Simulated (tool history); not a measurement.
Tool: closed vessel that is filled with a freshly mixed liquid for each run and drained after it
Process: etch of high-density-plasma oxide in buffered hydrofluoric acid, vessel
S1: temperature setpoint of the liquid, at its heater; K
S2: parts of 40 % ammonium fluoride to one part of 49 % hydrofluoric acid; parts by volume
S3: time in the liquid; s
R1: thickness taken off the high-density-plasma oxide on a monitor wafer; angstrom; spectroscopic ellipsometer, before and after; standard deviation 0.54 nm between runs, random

Run 1, hour 0: S1 295.15 K, S2 8.5 parts by volume, S3 35 s. Result: R1 1058.6 angstrom.
Run 2, hour 5.4: S1 295.15 K, S2 8.5 parts by volume, S3 35 s. Result: R1 1055.8 angstrom.
Run 3, hour 13.6: S1 295.15 K, S2 7 parts by volume, S3 35 s. Result: R1 1280.9 angstrom.
Run 4, hour 20.1: S1 295.15 K, S2 7 parts by volume, S3 30 s. Result: R1 1091.3 angstrom.
Run 5, hour 23: S1 295.15 K, S2 7 parts by volume, S3 35 s. Result: R1 1283.5 angstrom.
Run 6, hour 30.5: S1 295.15 K, S2 8.5 parts by volume, S3 35 s. Result: R1 1047.5 angstrom.
Run 7, hour 35: S1 295.15 K, S2 8.5 parts by volume, S3 35 s. Result: R1 1056.7 angstrom.
At hour 35.7: hydrofluoric acid flow meter replaced.
Run 8, hour 35.7: S1 295.65 K, S2 8.5 parts by volume, S3 35 s. Result: R1 977.09 angstrom.

Estimate the outcome of run 9 from the log above:
Run 9, hour 38.3: S1 294.65 K, S2 8.5 parts by volume, S3 35 s. Result: R1 ?.

Run 9 gave R1 924.89 angstrom.

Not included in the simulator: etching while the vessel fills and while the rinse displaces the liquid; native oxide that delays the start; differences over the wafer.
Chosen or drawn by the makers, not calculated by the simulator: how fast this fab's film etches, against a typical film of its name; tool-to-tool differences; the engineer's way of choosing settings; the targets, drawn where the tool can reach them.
